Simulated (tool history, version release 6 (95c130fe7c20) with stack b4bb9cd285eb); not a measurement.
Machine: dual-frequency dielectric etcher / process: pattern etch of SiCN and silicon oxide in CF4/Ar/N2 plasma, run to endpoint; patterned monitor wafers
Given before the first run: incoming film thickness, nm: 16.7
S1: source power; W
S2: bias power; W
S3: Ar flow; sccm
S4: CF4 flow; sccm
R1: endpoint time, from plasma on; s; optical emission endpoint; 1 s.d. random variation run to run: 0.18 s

run 1 hour=0.0 | S1=580 S2=56 S3=96 S4=72 | R1=15.734
run 2 hour=2.2 | S1=540 S2=55 S3=96 S4=72 | R1=16.923
run 3 hour=8.3 | S1=540 S2=55 S3=96 S4=84 | R1=16.283
run 4 hour=16.4 | S1=510 S2=54 S3=96 S4=84 | R1=17.271
run 5 hour=22.7 | S1=480 S2=54 S3=96 S4=84 | R1=18.747
run 6 hour=24.2 | S1=390 S2=54 S3=96 S4=84 | R1=23.178

Run 7 is up next; what results do you expect?
run 7 hour=26.1 | S1=400 S2=54 S3=96 S4=84 | R1=?

Run 7 gave R1 22.597 s.
